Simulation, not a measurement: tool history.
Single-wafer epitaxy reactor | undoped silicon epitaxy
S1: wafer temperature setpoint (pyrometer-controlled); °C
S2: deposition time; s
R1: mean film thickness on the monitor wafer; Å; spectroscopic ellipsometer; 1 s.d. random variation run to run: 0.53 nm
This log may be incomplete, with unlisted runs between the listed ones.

| run | hour | S1 | S2 | R1 |
|---|---|---|---|---|
| 1 | 0.0 | 675 | 523 | 1506.00 |
| 2 | 1.4 | 666 | 523 | 1275.30 |
| 3 | 9.4 | 664 | 523 | 1222.90 |
| 4 | 14.8 | 664 | 448 | 1054.40 |
| 5 | 17.7 | 664 | 374 | 876.75 |
| 6 | 24.7 | 659 | 374 | 796.78 |
| 7 | 27.0 | 662 | 375 | 841.52 |

Forecast run 8:
| 8 | 30.3 | 665 | 375 | ? |

Run 8 gave R1 900.20 Å.

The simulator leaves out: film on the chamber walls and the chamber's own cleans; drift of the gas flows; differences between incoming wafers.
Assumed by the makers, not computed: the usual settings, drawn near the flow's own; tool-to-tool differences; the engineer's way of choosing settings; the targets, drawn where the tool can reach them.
